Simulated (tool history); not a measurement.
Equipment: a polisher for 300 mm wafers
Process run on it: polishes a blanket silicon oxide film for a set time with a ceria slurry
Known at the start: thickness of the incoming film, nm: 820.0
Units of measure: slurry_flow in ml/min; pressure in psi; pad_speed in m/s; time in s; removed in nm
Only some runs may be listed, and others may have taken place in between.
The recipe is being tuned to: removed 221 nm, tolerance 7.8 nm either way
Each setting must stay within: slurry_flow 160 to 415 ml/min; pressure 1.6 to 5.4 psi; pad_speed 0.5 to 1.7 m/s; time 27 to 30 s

| run | hour | slurry_flow | pressure | pad_speed | time | removed |
|---|---|---|---|---|---|---|
| 1 | 0 | 265 | 3.5 | 1.1 | 30 | 129.2 |
| 2 | 6.3 | 265 | 3.7 | 1.1 | 30 | 137.15 |
| 3 | 8 | 265 | 4.3 | 1.1 | 30 | 155.79 |
| 4 | 11.3 | 265 | 4.4 | 1.12 | 30 | 160.59 |
| 5 | 12.7 | 320 | 4.4 | 1.12 | 30 | 167.01 |
| 6 | 20.2 | 320 | 4.5 | 1.12 | 30 | 168.88 |
| 7 | 27.1 | 325 | 5.4 | 1.16 | 30 | 211.89 |
|  | 32 | head pressure recalibrated |
| 8 | 32 | 330 | 5.4 | 1.18 | 30 | 240.89 |
| 9 | 40 | 325 | 5.4 | 1.18 | 30 | 243.59 |

Consider the 5 candidate settings below. Which is the only one whose results all fall within their allowed miss of target?
| A | 48 | 345 | 5.2 | 1.16 | 29 | ? |
| B | 48 | 375 | 5.1 | 1.32 | 29 | ? |
| C | 48 | 320 | 5.3 | 1.24 | 30 | ? |
| D | 48 | 355 | 5.4 | 1.28 | 30 | ? |
| E | 48 | 350 | 5.4 | 1.28 | 30 | ? |

| move | removed |
|---|---|
| A | 221.81 |
| B | 242.81 |
| C | 244.93 |
| D | 258.07 |
| E | 257.79 |
A: all results in spec
B: as far off as the last run
C: moves away from the targets compared with the last run
D: moves away from the targets compared with the last run
E: moves away from the targets compared with the last run
Answer: A

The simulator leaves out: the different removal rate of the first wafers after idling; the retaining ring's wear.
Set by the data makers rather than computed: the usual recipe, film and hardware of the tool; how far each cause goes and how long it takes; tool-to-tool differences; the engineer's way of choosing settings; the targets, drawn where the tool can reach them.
